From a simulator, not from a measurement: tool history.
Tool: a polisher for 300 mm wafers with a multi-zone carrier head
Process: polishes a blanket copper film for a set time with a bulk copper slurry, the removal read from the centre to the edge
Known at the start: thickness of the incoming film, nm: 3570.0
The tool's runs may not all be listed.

| run | day | flow of slurry (ml/min) | pressure of the head's centre zone | pressure of the head's middle zone | pressure of the head's edge zone | abrasive content of the slurry | polishing time (s) | film removed at the wafer's centre (nm) | film removed at mid-radius (nm) | film removed at the wafer's edge (nm) |
|---|---|---|---|---|---|---|---|---|---|---|
| 1 | 0 | 135 | 1 | 1 | 1 | 1 | 70 | 611.6 | 625.04 | 632.18 |
| 2 | 0.1 | 135 | 1.07 | 1 | 1 | 1 | 70 | 636.92 | 622.24 | 626.81 |
| 3 | 0.471 | 135 | 1.07 | 1 | 1 | 1 | 84 | 756.32 | 750.54 | 744 |
| 4 | 0.721 | 135 | 1.12 | 1 | 1 | 1 | 84 | 790.58 | 752.48 | 745.13 |
| 5 | 0.929 | 135 | 1.12 | 1 | 1 | 1 | 71 | 671.42 | 622.4 | 638.7 |
| 6 | 1.2 | 135 | 1.12 | 1 | 1.06 | 1 | 71 | 662.74 | 633.58 | 645.86 |
| 7 | 1.283 | 140 | 1.12 | 0.99 | 1.07 | 1 | 71 | 674.45 | 624.74 | 658.69 |
| 8 | 1.454 | 145 | 1.12 | 0.99 | 1.07 | 1 | 71 | 680.9 | 621.47 | 657.63 |

Run 9 comes next. What will it give?
| 9 | 1.525 | 150 | 1.12 | 0.99 | 1.08 | 1 | 71 | ? | ? | ? |

{"run 9": {"film removed at the wafer's centre (nm)": 695.22, "film removed at mid-radius (nm)": 643.99, "film removed at the wafer's edge (nm)": 654.53}}

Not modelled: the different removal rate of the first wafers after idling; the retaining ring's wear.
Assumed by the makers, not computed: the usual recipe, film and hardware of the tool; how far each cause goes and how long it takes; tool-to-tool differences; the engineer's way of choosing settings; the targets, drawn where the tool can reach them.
